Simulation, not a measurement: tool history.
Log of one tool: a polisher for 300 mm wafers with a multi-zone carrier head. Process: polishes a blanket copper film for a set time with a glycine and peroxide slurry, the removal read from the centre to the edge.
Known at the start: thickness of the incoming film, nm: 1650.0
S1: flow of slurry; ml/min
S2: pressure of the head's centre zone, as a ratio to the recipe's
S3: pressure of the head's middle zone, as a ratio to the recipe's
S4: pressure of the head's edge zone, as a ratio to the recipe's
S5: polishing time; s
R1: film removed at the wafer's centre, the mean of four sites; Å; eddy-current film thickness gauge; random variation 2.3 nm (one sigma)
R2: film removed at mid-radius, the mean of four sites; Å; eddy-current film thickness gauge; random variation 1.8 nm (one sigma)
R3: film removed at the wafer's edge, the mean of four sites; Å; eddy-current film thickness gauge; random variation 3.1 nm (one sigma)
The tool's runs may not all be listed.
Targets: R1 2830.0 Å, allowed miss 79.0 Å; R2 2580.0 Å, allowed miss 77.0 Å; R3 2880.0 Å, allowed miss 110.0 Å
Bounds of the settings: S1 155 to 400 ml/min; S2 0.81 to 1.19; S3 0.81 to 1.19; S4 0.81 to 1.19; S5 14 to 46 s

Run 1, day 0.000: S1 255 ml/min, S2 1.00, S3 1.00, S4 1.00, S5 30 s. Result: R1 2081.7 Å, R2 2084.2 Å, R3 2123.4 Å.
Run 2, day 0.233: S1 255 ml/min, S2 0.95, S3 1.00, S4 1.00, S5 30 s. Result: R1 1984.4 Å, R2 2074.8 Å, R3 2129.6 Å.
Run 3, day 0.583: S1 255 ml/min, S2 0.90, S3 1.00, S4 1.00, S5 30 s. Result: R1 1909.2 Å, R2 2077.4 Å, R3 2150.9 Å.
Run 4, day 0.862: S1 255 ml/min, S2 0.90, S3 0.93, S4 1.00, S5 30 s. Result: R1 1895.7 Å, R2 1974.6 Å, R3 2138.8 Å.
Run 5, day 1.058: S1 255 ml/min, S2 0.97, S3 0.93, S4 1.00, S5 30 s. Result: R1 2031.7 Å, R2 1956.0 Å, R3 2185.1 Å.
Run 6, day 1.338: S1 265 ml/min, S2 1.01, S3 0.95, S4 1.04, S5 32 s. Result: R1 2280.1 Å, R2 2137.3 Å, R3 2320.8 Å.
Run 7, day 1.454: S1 260 ml/min, S2 1.01, S3 0.95, S4 1.06, S5 34 s. Result: R1 2424.5 Å, R2 2262.3 Å, R3 2521.8 Å.
Run 8, day 1.662: S1 270 ml/min, S2 1.02, S3 0.96, S4 1.09, S5 35 s. Result: R1 2521.3 Å, R2 2377.9 Å, R3 2619.5 Å.
Run 9, day 2.029: S1 280 ml/min, S2 1.03, S3 0.96, S4 1.11, S5 36 s. Result: R1 2632.7 Å, R2 2448.1 Å, R3 2707.8 Å.
Run 10, day 2.371: S1 280 ml/min, S2 1.04, S3 0.96, S4 1.12, S5 37 s. Result: R1 2729.4 Å, R2 2531.3 Å, R3 2827.9 Å.

Which of these 4 next moves meets every target?
Run A, day 2.712: S1 245 ml/min, S2 0.94, S3 0.88, S4 1.16, S5 40 s. Result: R1 ?, R2 ?, R3 ?.
Run B, day 2.712: S1 330 ml/min, S2 1.00, S3 1.00, S4 1.14, S5 37 s. Result: R1 ?, R2 ?, R3 ?.
Run C, day 2.712: S1 260 ml/min, S2 1.04, S3 0.95, S4 1.10, S5 39 s. Result: R1 ?, R2 ?, R3 ?.
Run D, day 2.712: S1 275 ml/min, S2 1.05, S3 0.98, S4 1.09, S5 36 s. Result: R1 ?, R2 ?, R3 ?.

move      R1      R2      R3
   A  2615.6  2492.8  3085.3
   B  2672.8  2641.9  2895.3
   C  2848.7  2603.3  2941.3
   D  2675.1  2480.9  2715.0
A: further off than the last run
B: further off than the last run
C: meets every target
D: further off than the last run
The right move is C.
